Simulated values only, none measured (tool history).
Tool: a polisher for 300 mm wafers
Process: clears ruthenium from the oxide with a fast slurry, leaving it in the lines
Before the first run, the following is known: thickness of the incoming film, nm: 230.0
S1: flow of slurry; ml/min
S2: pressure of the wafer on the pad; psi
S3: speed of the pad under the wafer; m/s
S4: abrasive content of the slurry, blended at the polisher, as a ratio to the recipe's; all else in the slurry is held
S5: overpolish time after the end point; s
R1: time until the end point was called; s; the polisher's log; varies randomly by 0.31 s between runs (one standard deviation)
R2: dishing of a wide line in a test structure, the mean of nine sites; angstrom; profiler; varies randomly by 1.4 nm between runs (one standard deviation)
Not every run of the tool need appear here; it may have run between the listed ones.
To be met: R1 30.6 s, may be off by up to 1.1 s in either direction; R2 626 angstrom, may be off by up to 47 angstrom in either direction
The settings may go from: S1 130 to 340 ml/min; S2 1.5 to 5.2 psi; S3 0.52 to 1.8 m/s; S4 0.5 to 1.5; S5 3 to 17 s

run,hour,S1,S2,S3,S4,S5,R1,R2
1,0,220,3.3,1.16,1,9,41.334,413.13
2,8.4,220,3.4,1.16,1,9,39.526,396.72
3,11.1,220,3.4,1.02,1,9,45.435,360.52
4,13.9,220,4.1,1.02,1,9,39.854,437.67
5,17.8,220,4.1,0.9,1,9,44.527,375.31
6,21.9,220,4.2,0.92,1,9,42.318,403.53
7,28.9,220,4.3,0.94,1,9,40.991,393.44
8,34.3,220,4.4,0.96,1,9,39.261,412.68
9,42.3,220,4.5,0.96,1,9,38.16,440.14
10,43.4,225,5.2,0.96,1,10,34.253,534.06
11,48.7,225,5.2,0.96,1,10,34.013,511.09
12,54.1,225,5.2,0.98,1,10,33.091,556.39
13,57.3,225,5.2,1,1,10,33.262,539.7
14,63.4,225,5.2,1,1,10,32.899,563.48
15,68.9,225,5.2,1.06,1,10,31.354,562.12

Next run, 4 choices. One meets every target within its allowed miss, the rest don't. Which?
A,74.4,220,5.2,1.22,0.95,13,?,?
B,74.4,230,5.2,1.08,1.15,10,?,?
C,74.4,340,5,1.32,0.65,11,?,?
D,74.4,245,5.2,1.04,1.1,13,?,?

move,R1,R2
A,28.204,758
B,29.163,595.77
C,31.275,608.56
D,30.637,709.72
A: moves the result that the last run missed by most past its target, out the other side
B: the furthest-off result lands on target, but another misses its tolerance
C: meets every target
D: moves the result that the last run missed by most past its target, out the other side
The move that meets every target is C.

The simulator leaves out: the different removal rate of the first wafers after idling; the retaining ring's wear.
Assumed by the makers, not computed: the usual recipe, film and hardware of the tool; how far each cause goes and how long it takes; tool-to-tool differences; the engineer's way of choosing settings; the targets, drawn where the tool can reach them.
